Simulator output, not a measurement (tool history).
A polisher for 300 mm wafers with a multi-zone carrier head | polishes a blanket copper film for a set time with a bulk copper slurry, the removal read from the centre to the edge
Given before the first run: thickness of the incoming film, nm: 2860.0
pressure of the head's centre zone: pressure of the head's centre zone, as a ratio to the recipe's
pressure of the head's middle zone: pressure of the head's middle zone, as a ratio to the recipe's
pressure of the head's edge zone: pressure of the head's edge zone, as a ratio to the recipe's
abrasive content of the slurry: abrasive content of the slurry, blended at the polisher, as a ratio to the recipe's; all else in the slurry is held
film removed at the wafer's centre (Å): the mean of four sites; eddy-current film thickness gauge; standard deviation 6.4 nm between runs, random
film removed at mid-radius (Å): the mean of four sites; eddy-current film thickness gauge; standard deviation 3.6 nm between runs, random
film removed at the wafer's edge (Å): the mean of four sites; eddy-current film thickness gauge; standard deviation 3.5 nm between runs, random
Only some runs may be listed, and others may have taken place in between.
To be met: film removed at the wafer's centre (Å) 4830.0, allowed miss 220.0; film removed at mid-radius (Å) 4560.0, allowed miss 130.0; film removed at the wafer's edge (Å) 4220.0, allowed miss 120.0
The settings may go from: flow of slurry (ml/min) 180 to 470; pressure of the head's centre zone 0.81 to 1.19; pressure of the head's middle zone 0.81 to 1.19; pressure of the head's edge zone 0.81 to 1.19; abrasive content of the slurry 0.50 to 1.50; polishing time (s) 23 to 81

run,day,flow of slurry (ml/min),pressure of the head's centre zone,pressure of the head's middle zone,pressure of the head's edge zone,abrasive content of the slurry,polishing time (s),film removed at the wafer's centre (Å),film removed at mid-radius (Å),film removed at the wafer's edge (Å)
1,0.000,300,1.00,1.00,1.00,1.00,52,3456.5,3288.1,3447.1
2,0.117,300,1.00,1.00,1.00,1.00,60,3917.1,3823.1,3922.1
3,0.312,300,1.00,0.96,1.00,1.00,60,4050.1,3696.4,3944.4
4,0.496,300,1.00,0.96,1.00,1.00,68,4561.7,4115.8,4432.8
5,0.804,310,1.02,0.98,0.97,1.00,68,4631.9,4244.4,4387.7
6,1.058,250,1.02,0.98,0.97,1.00,68,4461.9,4150.7,4304.6
7,1.183,265,1.04,1.00,0.95,1.00,68,4551.8,4217.5,4289.5
8,1.312,280,1.05,1.02,0.93,1.00,68,4547.5,4393.6,4254.4
9,1.429,290,1.07,1.02,0.92,1.00,68,4778.6,4312.7,4300.7
10,1.642,295,1.07,1.03,0.90,1.00,68,4775.2,4460.8,4192.1
11,1.817,300,1.07,1.03,0.90,1.00,68,4609.1,4454.3,4244.1
12,2.054,300,1.07,1.03,0.90,1.00,68,4826.7,4444.7,4194.0

Next run, 5 choices. One meets every target within its allowed miss, the rest don't. Which?
A,2.292,385,1.05,0.98,0.89,1.15,65,?,?,?
B,2.292,350,1.13,1.05,1.02,0.95,64,?,?,?
C,2.292,290,1.08,1.02,0.90,1.05,67,?,?,?
D,2.292,325,1.05,1.04,0.85,0.95,70,?,?,?
E,2.292,230,1.10,0.99,0.91,0.95,70,?,?,?

move,film removed at the wafer's centre (Å),film removed at mid-radius (Å),film removed at the wafer's edge (Å)
A,4742.0,4250.7,4166.8
B,4832.3,4263.6,4210.5
C,4810.0,4345.4,4163.5
D,4871.0,4596.8,4207.8
E,4872.8,4228.4,4208.7
A: its largest miss is bigger than the last run's
B: its largest miss is bigger than the last run's
C: its largest miss is bigger than the last run's
D: all results land within tolerance of their targets
E: its largest miss is bigger than the last run's
D is the move that brings every result within its allowed miss.
